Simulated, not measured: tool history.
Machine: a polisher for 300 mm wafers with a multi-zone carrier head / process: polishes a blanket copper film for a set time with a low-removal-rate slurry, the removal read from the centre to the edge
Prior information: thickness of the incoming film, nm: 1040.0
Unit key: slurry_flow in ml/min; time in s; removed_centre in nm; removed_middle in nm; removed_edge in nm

{"run": 1, "day": 0.0, "slurry_flow": 245, "centre_zone": 1, "middle_zone": 1, "edge_zone": 1, "slurry_solids": 1, "time": 65, "removed_centre": 118.55, "removed_middle": 118.03, "removed_edge": 118.64}
{"run": 2, "day": 0.225, "slurry_flow": 245, "centre_zone": 1, "middle_zone": 1, "edge_zone": 1, "slurry_solids": 1, "time": 53, "removed_centre": 95.06, "removed_middle": 96.408, "removed_edge": 97.024}
{"run": 3, "day": 0.6, "slurry_flow": 265, "centre_zone": 1, "middle_zone": 1, "edge_zone": 1, "slurry_solids": 1, "time": 53, "removed_centre": 98.693, "removed_middle": 96.074, "removed_edge": 96.184}
{"run": 4, "day": 0.975, "slurry_flow": 250, "centre_zone": 0.94, "middle_zone": 1.01, "edge_zone": 0.96, "slurry_solids": 0.85, "time": 52, "removed_centre": 84.397, "removed_middle": 92.027, "removed_edge": 88.367}
{"run": 5, "day": 1.05, "slurry_flow": 250, "centre_zone": 0.94, "middle_zone": 1.01, "edge_zone": 0.96, "slurry_solids": 0.85, "time": 65, "removed_centre": 105.66, "removed_middle": 114.35, "removed_edge": 113.92}
{"run": 6, "day": 1.221, "slurry_flow": 250, "centre_zone": 0.94, "middle_zone": 1.01, "edge_zone": 0.89, "slurry_solids": 0.85, "time": 65, "removed_centre": 106.23, "removed_middle": 115.95, "removed_edge": 109.32}
{"run": 7, "day": 1.417, "slurry_flow": 235, "centre_zone": 0.9, "middle_zone": 1.01, "edge_zone": 0.87, "slurry_solids": 0.75, "time": 61, "removed_centre": 92.102, "removed_middle": 102.95, "removed_edge": 97.168}
{"run": 8, "day": 1.733, "slurry_flow": 225, "centre_zone": 0.87, "middle_zone": 1.03, "edge_zone": 0.88, "slurry_solids": 0.65, "time": 58, "removed_centre": 81.071, "removed_middle": 95.085, "removed_edge": 87.388}
{"day": 1.938, "done": "worn pad replaced by a new one"}
{"run": 9, "day": 1.938, "slurry_flow": 210, "centre_zone": 0.85, "middle_zone": 1.05, "edge_zone": 0.91, "slurry_solids": 0.6, "time": 57, "removed_centre": 80.192, "removed_middle": 98.951, "removed_edge": 93.617}
{"run": 10, "day": 2.296, "slurry_flow": 205, "centre_zone": 0.84, "middle_zone": 1.05, "edge_zone": 0.9, "slurry_solids": 0.55, "time": 55, "removed_centre": 74.564, "removed_middle": 92.195, "removed_edge": 85.432}
{"run": 11, "day": 2.617, "slurry_flow": 200, "centre_zone": 0.83, "middle_zone": 1.06, "edge_zone": 0.9, "slurry_solids": 0.55, "time": 53, "removed_centre": 71.69, "removed_middle": 91.657, "removed_edge": 81.9}
{"run": 12, "day": 2.712, "slurry_flow": 170, "centre_zone": 0.81, "middle_zone": 1.04, "edge_zone": 0.92, "slurry_solids": 0.5, "time": 50, "removed_centre": 61.503, "removed_middle": 78.343, "removed_edge": 74.066}
{"run": 13, "day": 2.962, "slurry_flow": 185, "centre_zone": 0.81, "middle_zone": 1.05, "edge_zone": 0.92, "slurry_solids": 0.5, "time": 50, "removed_centre": 62.585, "removed_middle": 80.437, "removed_edge": 73.922}

Expected results for the next run?
{"run": 14, "day": 3.179, "slurry_flow": 200, "centre_zone": 0.81, "middle_zone": 1.06, "edge_zone": 0.93, "slurry_solids": 0.5, "time": 50, "removed_centre": "?", "removed_middle": "?", "removed_edge": "?"}

removed_centre: 64.157 nm
removed_middle: 81.973 nm
removed_edge: 78.264 nm
